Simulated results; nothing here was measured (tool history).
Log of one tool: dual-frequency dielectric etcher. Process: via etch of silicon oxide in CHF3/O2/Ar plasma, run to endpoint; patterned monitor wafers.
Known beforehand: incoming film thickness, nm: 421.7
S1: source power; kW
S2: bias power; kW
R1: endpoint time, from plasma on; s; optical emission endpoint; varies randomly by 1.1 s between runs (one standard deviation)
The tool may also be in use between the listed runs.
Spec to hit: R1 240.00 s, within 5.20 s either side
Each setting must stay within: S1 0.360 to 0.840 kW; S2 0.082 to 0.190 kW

run  hour     S1     S2      R1
  1   0.0  0.600  0.136  216.95
  2   3.5  0.660  0.136  212.04
  3   6.5  0.620  0.136  214.47
  4  15.5  0.620  0.114  231.42
  5  16.5  0.620  0.138  213.46
  6  19.3  0.620  0.146  208.70
  7  25.2  0.500  0.134  232.24
  8  33.8  0.490  0.133  233.94

Next run, 5 choices. One meets every target within its allowed miss, the rest don't. Which?
  A  42.4  0.510  0.144   ?
  B  42.4  0.510  0.123   ?
  C  42.4  0.520  0.146   ?
  D  42.4  0.480  0.146   ?
  E  42.4  0.560  0.138   ?

move      R1
   A  223.48
   B  237.81
   C  221.01
   D  226.18
   E  221.09
A: moves away from the targets compared with the last run
B: hits every target within its allowed miss
C: moves away from the targets compared with the last run
D: moves away from the targets compared with the last run
E: moves away from the targets compared with the last run
The move that meets every target is B.
